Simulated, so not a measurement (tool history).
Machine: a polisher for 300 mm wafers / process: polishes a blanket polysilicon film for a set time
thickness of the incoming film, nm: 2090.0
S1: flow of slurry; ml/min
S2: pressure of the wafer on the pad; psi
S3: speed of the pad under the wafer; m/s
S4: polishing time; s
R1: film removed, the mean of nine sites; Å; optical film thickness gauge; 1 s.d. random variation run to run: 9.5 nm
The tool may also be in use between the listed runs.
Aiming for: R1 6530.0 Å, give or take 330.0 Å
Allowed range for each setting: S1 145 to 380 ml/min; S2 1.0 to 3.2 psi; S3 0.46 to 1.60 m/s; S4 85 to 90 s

Run 1, day 0.000: S1 245 ml/min, S2 2.1 psi, S3 1.02 m/s, S4 85 s. Result: R1 4622.6 Å.
Run 2, day 0.167: S1 245 ml/min, S2 2.2 psi, S3 1.02 m/s, S4 85 s. Result: R1 4838.5 Å.
Run 3, day 0.254: S1 245 ml/min, S2 2.3 psi, S3 1.02 m/s, S4 85 s. Result: R1 5109.5 Å.
Run 4, day 0.404: S1 245 ml/min, S2 2.3 psi, S3 1.02 m/s, S4 90 s. Result: R1 5366.7 Å.
Run 5, day 0.762: S1 245 ml/min, S2 2.5 psi, S3 1.04 m/s, S4 90 s. Result: R1 5875.6 Å.
Run 6, day 0.921: S1 245 ml/min, S2 2.5 psi, S3 0.80 m/s, S4 90 s. Result: R1 4717.0 Å.
Run 7, day 1.229: S1 245 ml/min, S2 2.6 psi, S3 0.80 m/s, S4 90 s. Result: R1 4834.9 Å.
Run 8, day 1.479: S1 245 ml/min, S2 2.7 psi, S3 0.80 m/s, S4 90 s. Result: R1 5061.9 Å.
Run 9, day 1.508: S1 245 ml/min, S2 3.2 psi, S3 0.84 m/s, S4 90 s. Result: R1 6052.5 Å.

Which of these 4 next moves meets every target?
Run A, day 1.538: S1 315 ml/min, S2 3.1 psi, S3 1.00 m/s, S4 90 s. Result: R1 ?.
Run B, day 1.538: S1 240 ml/min, S2 3.1 psi, S3 1.04 m/s, S4 88 s. Result: R1 ?.
Run C, day 1.538: S1 260 ml/min, S2 3.2 psi, S3 0.88 m/s, S4 90 s. Result: R1 ?.
Run D, day 1.538: S1 300 ml/min, S2 3.2 psi, S3 1.04 m/s, S4 90 s. Result: R1 ?.

move      R1
   A  7257.3
   B  7153.1
   C  6521.1
   D  7731.2
A: takes the biggest miss from the last run beyond its target
B: takes the biggest miss from the last run beyond its target
C: all results land within tolerance of their targets
D: takes the biggest miss from the last run beyond its target
The right move is C.
